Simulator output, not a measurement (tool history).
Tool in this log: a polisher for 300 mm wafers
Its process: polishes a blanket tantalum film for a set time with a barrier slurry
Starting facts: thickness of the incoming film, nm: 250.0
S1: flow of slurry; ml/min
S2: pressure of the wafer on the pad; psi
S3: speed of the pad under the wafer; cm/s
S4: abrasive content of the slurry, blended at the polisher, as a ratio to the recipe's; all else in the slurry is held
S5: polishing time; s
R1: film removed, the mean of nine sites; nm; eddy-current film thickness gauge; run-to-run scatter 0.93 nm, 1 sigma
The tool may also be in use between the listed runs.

run 1 day=0 | S1=225 S2=1.7 S3=102 S4=1 S5=41 | R1=52.613
run 2 day=0.367 | S1=225 S2=1.5 S3=102 S4=1 S5=41 | R1=47.769
run 3 day=0.517 | S1=225 S2=1.7 S3=104 S4=1 S5=41 | R1=53.42
run 4 day=0.546 | S1=225 S2=1.7 S3=104 S4=0.85 S5=41 | R1=50.387
run 5 day=0.654 | S1=225 S2=1.9 S3=106 S4=0.85 S5=41 | R1=55.726
run 6 day=0.725 | S1=255 S2=1.9 S3=106 S4=0.85 S5=41 | R1=57.185
run 7 day=0.812 | S1=255 S2=2 S3=108 S4=0.85 S5=41 | R1=58.826

Predict the results of run 8:
run 8 day=0.992 | S1=255 S2=2.1 S3=112 S4=0.85 S5=41 | R1=?

Logged for run 8: R1 64.437 nm.

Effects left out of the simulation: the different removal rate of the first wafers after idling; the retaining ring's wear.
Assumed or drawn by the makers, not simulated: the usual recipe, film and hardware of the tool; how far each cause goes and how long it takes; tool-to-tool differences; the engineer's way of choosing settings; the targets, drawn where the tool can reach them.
